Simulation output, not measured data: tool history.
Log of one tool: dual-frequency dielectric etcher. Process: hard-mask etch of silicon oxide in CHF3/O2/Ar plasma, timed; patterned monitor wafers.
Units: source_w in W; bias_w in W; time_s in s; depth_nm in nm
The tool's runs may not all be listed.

run	hour	source_w	bias_w	time_s	depth_nm
1	0	780	176	35.5	82.052
2	1.3	760	174	35.5	79.992
3	9.4	760	189	35.5	82.287
4	16.4	760	166	35.5	78.999
5	22.2	750	165	35.5	78.196
6	25.4	750	179	35.5	80.554
7	29.2	730	178	35.5	79.364

Run 8 comes next. What will it give?
8	33	720	177	35.5	?

depth_nm: 78.944 nm

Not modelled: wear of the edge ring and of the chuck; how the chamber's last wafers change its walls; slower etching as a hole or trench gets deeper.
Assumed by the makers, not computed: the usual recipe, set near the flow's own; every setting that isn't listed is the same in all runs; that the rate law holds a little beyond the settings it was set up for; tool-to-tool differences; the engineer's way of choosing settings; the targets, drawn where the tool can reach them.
